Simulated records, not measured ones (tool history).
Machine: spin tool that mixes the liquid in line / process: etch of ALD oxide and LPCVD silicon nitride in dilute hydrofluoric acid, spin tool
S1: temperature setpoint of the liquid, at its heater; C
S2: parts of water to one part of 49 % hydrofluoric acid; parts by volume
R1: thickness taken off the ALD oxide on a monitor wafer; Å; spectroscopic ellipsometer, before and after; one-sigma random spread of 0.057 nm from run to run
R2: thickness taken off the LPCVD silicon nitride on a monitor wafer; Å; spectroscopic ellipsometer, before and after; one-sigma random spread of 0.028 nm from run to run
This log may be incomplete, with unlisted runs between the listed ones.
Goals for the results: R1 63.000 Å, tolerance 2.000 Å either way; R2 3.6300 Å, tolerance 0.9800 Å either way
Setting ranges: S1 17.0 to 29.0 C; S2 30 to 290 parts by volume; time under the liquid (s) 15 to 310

run 1 hour=0.0 | S1=21.0 S2=160 time_under_the_liquid_(s)=160 | R1=86.984 R2=4.0087
run 2 hour=0.5 | S1=19.5 S2=160 time_under_the_liquid_(s)=160 | R1=81.944 R2=3.4532
run 3 hour=8.9 | S1=20.0 S2=170 time_under_the_liquid_(s)=160 | R1=78.931 R2=3.4726
run 4 hour=14.8 | S1=20.5 S2=180 time_under_the_liquid_(s)=160 | R1=74.487 R2=4.0015
run 5 hour=21.4 | S1=20.5 S2=180 time_under_the_liquid_(s)=105 | R1=48.546 R2=2.3908
run 6 hour=25.0 | S1=20.5 S2=180 time_under_the_liquid_(s)=50 | R1=23.450 R2=1.0270
run 7 hour=27.1 | S1=22.5 S2=160 time_under_the_liquid_(s)=50 | R1=28.541 R2=1.7215
run 8 hour=36.1 | S1=22.5 S2=160 time_under_the_liquid_(s)=50 | R1=28.917 R2=1.5628
run 9 hour=43.2 | S1=23.0 S2=130 time_under_the_liquid_(s)=50 | R1=37.768 R2=1.9228

Next run, 5 choices. One meets every target within its allowed miss, the rest don't. Which?
run A hour=50.3 | S1=27.5 S2=120 time_under_the_liquid_(s)=65 | R1=? R2=?
run B hour=50.3 | S1=23.0 S2=170 time_under_the_liquid_(s)=95 | R1=? R2=?
run C hour=50.3 | S1=23.5 S2=110 time_under_the_liquid_(s)=80 | R1=? R2=?
run D hour=50.3 | S1=23.5 S2=140 time_under_the_liquid_(s)=80 | R1=? R2=?
run E hour=50.3 | S1=24.0 S2=130 time_under_the_liquid_(s)=100 | R1=? R2=?

move=A R1=63.724 R2=3.5583
move=B R1=52.241 R2=2.7583
move=C R1=74.226 R2=3.6865
move=D R1=56.310 R2=2.9058
move=E R1=78.185 R2=4.0374
A: every result within its allowed miss
B: nearer the targets than the last run, but a result is still out of spec
C: carries the result that was furthest off beyond its target, to the other side
D: nearer the targets than the last run, but a result is still out of spec
E: carries the result that was furthest off beyond its target, to the other side
Answer: A
